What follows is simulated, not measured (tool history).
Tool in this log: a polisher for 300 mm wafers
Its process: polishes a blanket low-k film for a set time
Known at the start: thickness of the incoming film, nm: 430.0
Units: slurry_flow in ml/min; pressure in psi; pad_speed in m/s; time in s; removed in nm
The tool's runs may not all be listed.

| run | day | slurry_flow | pressure | pad_speed | slurry_solids | time | removed |
|---|---|---|---|---|---|---|---|
| 1 | 0 | 275 | 2.4 | 0.96 | 1 | 87 | 32.999 |
| 2 | 0.071 | 275 | 2.5 | 0.96 | 1 | 87 | 34.062 |
| 3 | 0.121 | 220 | 2.5 | 0.96 | 1 | 87 | 32.665 |
| 4 | 0.483 | 225 | 2.6 | 0.96 | 1 | 87 | 33.674 |
| 5 | 0.758 | 230 | 2.7 | 0.96 | 1 | 87 | 35.042 |
| 6 | 1.008 | 230 | 2.3 | 0.96 | 1 | 87 | 31.057 |
| 7 | 1.288 | 230 | 2.3 | 0.96 | 1 | 87 | 30.011 |

Predict the results of run 8:
| 8 | 1.483 | 230 | 2.3 | 0.96 | 1 | 87 | ? |

For run 8 the tool returned removed 30.475 nm.
